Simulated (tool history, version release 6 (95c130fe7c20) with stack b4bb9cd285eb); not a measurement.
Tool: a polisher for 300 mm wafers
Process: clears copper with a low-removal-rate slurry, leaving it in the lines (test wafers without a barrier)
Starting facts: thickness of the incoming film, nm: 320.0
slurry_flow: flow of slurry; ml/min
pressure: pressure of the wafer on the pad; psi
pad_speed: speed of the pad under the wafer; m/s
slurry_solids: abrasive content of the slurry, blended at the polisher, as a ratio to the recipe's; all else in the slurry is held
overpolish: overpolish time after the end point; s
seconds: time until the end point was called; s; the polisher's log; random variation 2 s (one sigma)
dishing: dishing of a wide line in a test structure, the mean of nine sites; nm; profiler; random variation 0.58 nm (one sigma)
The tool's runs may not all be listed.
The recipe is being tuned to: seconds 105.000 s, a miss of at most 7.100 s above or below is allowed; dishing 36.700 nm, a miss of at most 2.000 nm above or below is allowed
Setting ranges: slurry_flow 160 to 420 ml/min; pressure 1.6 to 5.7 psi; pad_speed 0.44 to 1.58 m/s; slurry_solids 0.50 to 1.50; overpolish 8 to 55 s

run,hour,slurry_flow,pressure,pad_speed,slurry_solids,overpolish,seconds,dishing
1,0.0,270,3.6,1.00,1.00,28,103.560,57.314
2,2.3,270,3.6,1.00,1.00,25,99.961,52.159
3,6.4,270,3.5,1.00,1.00,23,103.480,47.568
4,8.5,270,3.5,1.00,1.00,21,103.590,44.506
5,11.5,270,3.1,1.00,1.00,21,115.890,39.634
6,12.3,270,3.7,1.00,1.00,21,100.170,45.700
7,17.9,270,3.4,1.02,1.00,14,107.590,30.554
8,26.6,270,3.4,1.02,1.00,15,109.600,32.582

Consider the 4 candidate settings below. Which is the only one whose results all fall within their allowed miss of target?
A,35.3,235,4.2,1.08,0.90,15,?,?
B,35.3,280,3.6,1.00,0.85,19,?,?
C,35.3,245,4.0,1.12,0.85,17,?,?
D,35.3,275,3.1,1.10,1.15,17,?,?

move,seconds,dishing
A,88.034,41.044
B,108.850,41.676
C,89.465,45.107
D,108.030,37.779
A: moves the result that the last run missed by most past its target, out the other side
B: moves the result that the last run missed by most past its target, out the other side
C: moves the result that the last run missed by most past its target, out the other side
D: hits every target within its allowed miss
Go with D: it meets all targets.
